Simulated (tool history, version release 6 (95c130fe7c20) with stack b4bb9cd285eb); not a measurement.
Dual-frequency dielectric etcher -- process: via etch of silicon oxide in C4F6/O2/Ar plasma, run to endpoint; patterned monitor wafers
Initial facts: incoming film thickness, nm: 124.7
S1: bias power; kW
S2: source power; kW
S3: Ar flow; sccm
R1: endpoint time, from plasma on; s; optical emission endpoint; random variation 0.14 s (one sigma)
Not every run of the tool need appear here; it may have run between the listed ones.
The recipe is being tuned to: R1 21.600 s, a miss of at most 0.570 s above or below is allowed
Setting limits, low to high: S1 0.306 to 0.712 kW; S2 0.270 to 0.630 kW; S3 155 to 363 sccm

run,day,S1,S2,S3,R1
1,0.000,0.509,0.450,259,26.592
2,0.296,0.539,0.470,256,25.238
3,0.367,0.564,0.480,255,24.481
4,0.588,0.473,0.480,255,26.955
5,0.942,0.506,0.490,254,25.890
6,1.167,0.533,0.500,253,24.667
7,1.488,0.552,0.500,253,24.258
8,1.750,0.569,0.500,253,23.918
9,2.112,0.584,0.500,253,23.522
10,2.479,0.597,0.500,253,23.376
11,2.521,0.610,0.500,253,23.075
12,2.829,0.621,0.500,253,22.969

Of the 5 settings listed for the next run, only one would bring every result within its allowed miss of target. Which one?
A,3.138,0.599,0.550,288,?
B,3.138,0.461,0.580,306,?
C,3.138,0.626,0.500,230,?
D,3.138,0.644,0.530,233,?
E,3.138,0.636,0.470,244,?

move,R1
A,22.601
B,25.664
C,22.355
D,21.491
E,22.994
A: gains on the last run, yet a result remains outside its allowed miss
B: misses by more than the last run did
C: gains on the last run, yet a result remains outside its allowed miss
D: in spec on every target
E: no nearer and no further than the last run
D is the move that brings every result within its allowed miss.
